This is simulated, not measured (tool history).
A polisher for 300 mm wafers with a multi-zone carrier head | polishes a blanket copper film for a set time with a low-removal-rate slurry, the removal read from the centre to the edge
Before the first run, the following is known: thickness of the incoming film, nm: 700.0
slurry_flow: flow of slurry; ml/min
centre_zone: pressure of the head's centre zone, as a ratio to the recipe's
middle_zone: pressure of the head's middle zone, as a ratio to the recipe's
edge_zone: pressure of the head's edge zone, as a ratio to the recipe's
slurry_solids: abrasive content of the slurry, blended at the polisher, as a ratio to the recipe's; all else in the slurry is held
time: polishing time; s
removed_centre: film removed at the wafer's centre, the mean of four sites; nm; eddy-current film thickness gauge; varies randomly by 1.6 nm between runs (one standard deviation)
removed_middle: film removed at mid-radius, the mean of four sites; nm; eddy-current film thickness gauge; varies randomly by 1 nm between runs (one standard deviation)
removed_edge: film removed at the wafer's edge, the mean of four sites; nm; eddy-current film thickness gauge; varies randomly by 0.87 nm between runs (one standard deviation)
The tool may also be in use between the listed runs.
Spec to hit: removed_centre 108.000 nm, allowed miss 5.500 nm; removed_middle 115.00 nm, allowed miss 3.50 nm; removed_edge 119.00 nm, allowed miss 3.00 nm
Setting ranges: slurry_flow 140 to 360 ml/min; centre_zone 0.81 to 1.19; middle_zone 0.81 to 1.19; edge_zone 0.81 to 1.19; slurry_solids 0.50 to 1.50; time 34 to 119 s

| run | day | slurry_flow | centre_zone | middle_zone | edge_zone | slurry_solids | time | removed_centre | removed_middle | removed_edge |
|---|---|---|---|---|---|---|---|---|---|---|
| 1 | 0.000 | 230 | 1.00 | 1.00 | 1.00 | 1.00 | 76 | 205.000 | 210.18 | 200.78 |
| 2 | 0.271 | 225 | 0.98 | 0.98 | 0.99 | 0.95 | 73 | 193.210 | 192.86 | 188.15 |
| 3 | 0.538 | 220 | 0.96 | 0.98 | 0.99 | 0.90 | 70 | 177.460 | 184.69 | 178.50 |
| 4 | 0.808 | 220 | 0.96 | 0.98 | 0.99 | 1.10 | 70 | 187.240 | 193.27 | 187.32 |
| 5 | 1.050 | 215 | 0.94 | 0.97 | 0.98 | 1.05 | 68 | 173.660 | 184.92 | 177.78 |
| 6 | 1.092 | 215 | 0.94 | 0.97 | 0.98 | 0.95 | 68 | 169.340 | 180.21 | 172.45 |
| 7 | 1.117 | 215 | 0.94 | 0.97 | 0.98 | 0.95 | 68 | 166.490 | 177.74 | 174.20 |
| 8 | 1.179 | 215 | 0.94 | 0.96 | 0.96 | 0.90 | 66 | 160.640 | 170.27 | 164.85 |
| 9 | 1.308 | 210 | 0.93 | 0.94 | 0.95 | 0.85 | 65 | 157.610 | 162.10 | 160.54 |
| 10 | 1.446 | 205 | 0.92 | 0.93 | 0.94 | 0.80 | 64 | 155.440 | 157.67 | 153.15 |
| 11 | 1.612 | 205 | 0.91 | 0.92 | 0.95 | 0.75 | 62 | 143.120 | 148.60 | 146.90 |
| 12 | 1.658 | 200 | 0.90 | 0.91 | 0.95 | 0.70 | 61 | 134.940 | 143.79 | 143.26 |
| 13 | 1.750 | 175 | 0.87 | 0.81 | 0.86 | 0.50 | 52 | 100.240 | 100.35 | 106.34 |
| 14 | 2.033 | 185 | 0.87 | 0.82 | 0.87 | 0.50 | 52 | 100.730 | 103.80 | 108.13 |
| 15 | 2.112 | 195 | 0.87 | 0.82 | 0.88 | 0.50 | 52 | 104.720 | 103.21 | 111.18 |

Below are 5 possible settings for the next run. Only one of them brings all results inside the allowed miss of their targets. Which is it?
| A | 2.192 | 140 | 0.93 | 0.98 | 0.82 | 0.55 | 52 | ? | ? | ? |
| B | 2.192 | 180 | 0.83 | 0.83 | 0.85 | 0.50 | 58 | ? | ? | ? |
| C | 2.192 | 205 | 0.87 | 1.04 | 0.81 | 0.50 | 50 | ? | ? | ? |
| D | 2.192 | 170 | 0.82 | 0.91 | 0.81 | 0.55 | 51 | ? | ? | ? |
| E | 2.192 | 150 | 0.89 | 0.91 | 0.81 | 0.50 | 57 | ? | ? | ? |

| move | removed_centre | removed_middle | removed_edge |
|---|---|---|---|
| A | 105.380 | 113.66 | 103.47 |
| B | 109.350 | 114.59 | 119.97 |
| C | 101.510 | 121.91 | 102.66 |
| D | 95.625 | 109.54 | 104.27 |
| E | 110.510 | 116.92 | 112.18 |
A: brings the last run's worst result on target, with another outside its allowed miss
B: meets every target
C: takes the result that was furthest off past its target
D: misses by more than the last run did
E: brings the last run's worst result on target, with another outside its allowed miss
The right move is B.
